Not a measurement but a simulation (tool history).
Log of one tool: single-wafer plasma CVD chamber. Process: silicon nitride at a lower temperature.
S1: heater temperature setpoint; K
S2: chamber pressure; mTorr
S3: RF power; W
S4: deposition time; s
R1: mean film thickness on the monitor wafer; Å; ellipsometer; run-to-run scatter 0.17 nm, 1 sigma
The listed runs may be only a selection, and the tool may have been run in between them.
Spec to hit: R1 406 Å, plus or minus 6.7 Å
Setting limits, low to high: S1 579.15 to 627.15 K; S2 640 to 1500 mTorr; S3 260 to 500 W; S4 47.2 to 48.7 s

Run 1, hour 0: S1 603.15 K, S2 1070 mTorr, S3 380 W, S4 47.2 s. Result: R1 540.81 Å.
Run 2, hour 3.1: S1 603.15 K, S2 1230 mTorr, S3 380 W, S4 47.2 s. Result: R1 572.64 Å.
Run 3, hour 4.8: S1 603.15 K, S2 1230 mTorr, S3 380 W, S4 48.7 s. Result: R1 587.59 Å.
Run 4, hour 6.4: S1 603.15 K, S2 1230 mTorr, S3 400 W, S4 48.7 s. Result: R1 601.83 Å.
Run 5, hour 9.6: S1 603.15 K, S2 1230 mTorr, S3 345 W, S4 48.7 s. Result: R1 562.37 Å.
Run 6, hour 10.3: S1 603.15 K, S2 1100 mTorr, S3 345 W, S4 48.7 s. Result: R1 537.17 Å.
Run 7, hour 14.7: S1 603.15 K, S2 970 mTorr, S3 320 W, S4 48.3 s. Result: R1 489.72 Å.
Run 8, hour 20.2: S1 603.15 K, S2 880 mTorr, S3 300 W, S4 48.2 s. Result: R1 448.16 Å.
Run 9, hour 23.7: S1 603.15 K, S2 810 mTorr, S3 295 W, S4 48.2 s. Result: R1 425.31 Å.
Run 10, hour 27.7: S1 603.15 K, S2 780 mTorr, S3 295 W, S4 48.2 s. Result: R1 418.94 Å.
Run 11, hour 35.5: S1 603.15 K, S2 680 mTorr, S3 290 W, S4 48.2 s. Result: R1 379.41 Å.
Run 12, hour 43.7: S1 603.15 K, S2 680 mTorr, S3 290 W, S4 48.2 s. Result: R1 375.79 Å.
Run 13, hour 49.3: S1 603.15 K, S2 890 mTorr, S3 300 W, S4 48.2 s. Result: R1 448.69 Å.
Run 14, hour 57.3: S1 603.15 K, S2 840 mTorr, S3 300 W, S4 48.2 s. Result: R1 440.83 Å.
Run 15, hour 65.1: S1 603.15 K, S2 800 mTorr, S3 300 W, S4 48.2 s. Result: R1 427.73 Å.
At hour 71.4: capacitance manometer re-zeroed and calibrated.
Run 16, hour 71.4: S1 603.15 K, S2 770 mTorr, S3 300 W, S4 48.2 s. Result: R1 432.99 Å.
Run 17, hour 76.8: S1 603.15 K, S2 770 mTorr, S3 300 W, S4 48.2 s. Result: R1 431.97 Å.
Run 18, hour 83.3: S1 603.15 K, S2 730 mTorr, S3 300 W, S4 48.2 s. Result: R1 419.37 Å.

Pick the move, out of 4, that brings all results within their allowed miss; only one does.
Run A, hour 89.8: S1 597.15 K, S2 670 mTorr, S3 285 W, S4 48.7 s. Result: R1 ?.
Run B, hour 89.8: S1 603.15 K, S2 850 mTorr, S3 280 W, S4 48 s. Result: R1 ?.
Run C, hour 89.8: S1 605.15 K, S2 690 mTorr, S3 315 W, S4 47.2 s. Result: R1 ?.
Run D, hour 89.8: S1 596.15 K, S2 690 mTorr, S3 285 W, S4 47.8 s. Result: R1 ?.

move      R1
   A   389.9
   B  436.78
   C  404.51
   D  390.81
A: takes the result that was furthest off past its target
B: the biggest miss grows against the last run
C: every result within its allowed miss
D: takes the result that was furthest off past its target
Answer: C
